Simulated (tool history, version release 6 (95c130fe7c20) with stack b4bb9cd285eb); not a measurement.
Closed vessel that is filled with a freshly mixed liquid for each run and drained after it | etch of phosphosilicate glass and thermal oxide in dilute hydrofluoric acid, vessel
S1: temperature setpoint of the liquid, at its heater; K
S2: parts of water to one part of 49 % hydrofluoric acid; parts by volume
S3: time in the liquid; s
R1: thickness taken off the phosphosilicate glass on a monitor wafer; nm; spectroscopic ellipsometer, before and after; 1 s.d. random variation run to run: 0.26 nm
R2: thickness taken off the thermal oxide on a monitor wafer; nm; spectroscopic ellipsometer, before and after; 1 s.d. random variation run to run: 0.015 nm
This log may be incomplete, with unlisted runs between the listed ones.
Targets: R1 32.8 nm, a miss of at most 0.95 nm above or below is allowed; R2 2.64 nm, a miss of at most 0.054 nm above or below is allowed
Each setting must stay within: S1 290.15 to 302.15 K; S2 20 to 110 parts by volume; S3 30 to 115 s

Run 1, hour 0: S1 294.15 K, S2 60 parts by volume, S3 60 s. Result: R1 51.396 nm, R2 4.1088 nm.
Run 2, hour 4.1: S1 296.65 K, S2 60 parts by volume, S3 60 s. Result: R1 56.31 nm, R2 4.5493 nm.
Run 3, hour 8.6: S1 296.65 K, S2 60 parts by volume, S3 75 s. Result: R1 71.301 nm, R2 5.7507 nm.
Run 4, hour 12.7: S1 295.15 K, S2 70 parts by volume, S3 75 s. Result: R1 56.212 nm, R2 4.5687 nm.
Run 5, hour 18.6: S1 293.65 K, S2 75 parts by volume, S3 75 s. Result: R1 49.017 nm, R2 3.9635 nm.
Run 6, hour 26.4: S1 292.65 K, S2 80 parts by volume, S3 75 s. Result: R1 44.047 nm, R2 3.5088 nm.
Run 7, hour 34.4: S1 292.15 K, S2 85 parts by volume, S3 75 s. Result: R1 40.002 nm, R2 3.2479 nm.
Run 8, hour 37.7: S1 291.65 K, S2 85 parts by volume, S3 75 s. Result: R1 39.084 nm, R2 3.1593 nm.
Run 9, hour 39.8: S1 291.15 K, S2 85 parts by volume, S3 75 s. Result: R1 38.294 nm, R2 3.1326 nm.
Run 10, hour 46: S1 290.65 K, S2 95 parts by volume, S3 75 s. Result: R1 32.991 nm, R2 2.701 nm.

5 candidate next runs follow, results not yet known. Just one meets every target within its allowed miss. Identify it.
Run A, hour 52.2: S1 290.15 K, S2 100 parts by volume, S3 75 s. Result: R1 ?, R2 ?.
Run B, hour 52.2: S1 291.65 K, S2 105 parts by volume, S3 75 s. Result: R1 ?, R2 ?.
Run C, hour 52.2: S1 290.65 K, S2 95 parts by volume, S3 70 s. Result: R1 ?, R2 ?.
Run D, hour 52.2: S1 292.65 K, S2 85 parts by volume, S3 60 s. Result: R1 ?, R2 ?.
Run E, hour 52.2: S1 291.15 K, S2 105 parts by volume, S3 75 s. Result: R1 ?, R2 ?.

move      R1      R2
   A  30.929  2.5211
   B  31.199  2.5431
   C  31.197  2.5429
   D  32.855  2.6781
   E  30.557  2.4908
A: carries the result that was furthest off beyond its target, to the other side
B: carries the result that was furthest off beyond its target, to the other side
C: carries the result that was furthest off beyond its target, to the other side
D: all results land within tolerance of their targets
E: carries the result that was furthest off beyond its target, to the other side
D meets every target.

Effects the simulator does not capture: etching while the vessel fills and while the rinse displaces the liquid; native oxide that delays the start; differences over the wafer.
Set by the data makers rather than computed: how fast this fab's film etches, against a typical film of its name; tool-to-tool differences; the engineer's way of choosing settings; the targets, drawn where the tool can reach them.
